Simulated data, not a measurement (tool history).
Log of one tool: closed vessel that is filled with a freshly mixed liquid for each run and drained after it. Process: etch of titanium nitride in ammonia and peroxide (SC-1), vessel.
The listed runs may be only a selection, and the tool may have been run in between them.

run,hour,temperature setpoint of the liquid (°C),parts of water to one part of 30 % peroxide (parts by volume),parts of 29 % ammonia solution to one part of 30 % peroxide (parts by volume),time in the liquid (s),thickness taken off the titanium nitride on a monitor wafer (angstrom)
1,0,52,13.5,0.8,380,358.29
2,6.9,52,13.5,0.55,380,336.36
3,8.2,57.5,13.5,0.55,380,488.81
4,15.4,56.5,13.5,0.55,380,452.29
5,19.9,56.5,13.5,0.55,410,490.84
6,22.3,55.5,13.5,0.55,410,459.21

Run 7, settings as shown, results not yet in. Your forecast:
7,23.6,55,13.5,0.55,410,?

thickness taken off the titanium nitride on a monitor wafer (angstrom): 446.79

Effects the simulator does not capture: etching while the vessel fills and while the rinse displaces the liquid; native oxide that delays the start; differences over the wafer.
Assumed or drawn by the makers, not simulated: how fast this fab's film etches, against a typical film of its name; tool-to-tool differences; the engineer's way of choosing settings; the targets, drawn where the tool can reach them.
